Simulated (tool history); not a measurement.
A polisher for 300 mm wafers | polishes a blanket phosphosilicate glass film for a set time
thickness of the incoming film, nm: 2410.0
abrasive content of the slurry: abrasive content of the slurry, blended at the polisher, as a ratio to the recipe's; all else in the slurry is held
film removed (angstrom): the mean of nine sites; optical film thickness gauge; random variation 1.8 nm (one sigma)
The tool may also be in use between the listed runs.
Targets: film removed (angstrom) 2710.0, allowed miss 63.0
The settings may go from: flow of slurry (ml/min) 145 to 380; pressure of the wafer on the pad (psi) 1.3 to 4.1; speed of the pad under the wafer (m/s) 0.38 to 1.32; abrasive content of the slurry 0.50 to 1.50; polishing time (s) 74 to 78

run,day,flow of slurry (ml/min),pressure of the wafer on the pad (psi),speed of the pad under the wafer (m/s),abrasive content of the slurry,polishing time (s),film removed (angstrom)
1,0.000,245,2.7,0.84,1.00,74,3218.5
2,0.225,240,2.6,0.84,1.00,74,3121.2
3,0.504,240,2.5,0.84,1.00,74,2950.5
4,0.608,240,2.5,0.84,1.00,74,2967.3
5,0.812,240,1.9,0.84,1.00,74,2306.3
# day 1.192: slurry blender recalibrated
6,1.192,205,1.9,0.84,1.00,74,3103.8
7,1.433,210,1.9,0.84,1.00,74,3093.8
8,1.779,215,1.9,0.84,1.00,74,3120.5
9,2.042,190,1.5,0.84,1.00,74,2441.3
10,2.400,190,1.5,0.84,1.00,74,2461.3
11,2.446,185,1.5,0.84,1.00,74,2406.8
12,2.696,180,1.5,0.84,1.00,74,2417.2
13,2.775,175,1.5,0.84,1.00,74,2383.1
14,2.992,175,1.6,0.84,1.00,74,2567.9

Which of these 5 next moves meets every target?
A,3.208,145,1.5,0.92,1.10,78,?
B,3.208,145,1.4,0.92,1.15,78,?
C,3.208,145,1.9,0.78,0.95,78,?
D,3.208,145,1.8,0.88,0.95,75,?
E,3.208,150,1.8,0.62,1.15,78,?

move,film removed (angstrom)
A,2833.9
B,2725.0
C,2822.1
D,2837.8
E,2537.7
A: takes the result that was furthest off past its target
B: meets every target
C: takes the result that was furthest off past its target
D: takes the result that was furthest off past its target
E: further off than the last run
The right move is B.
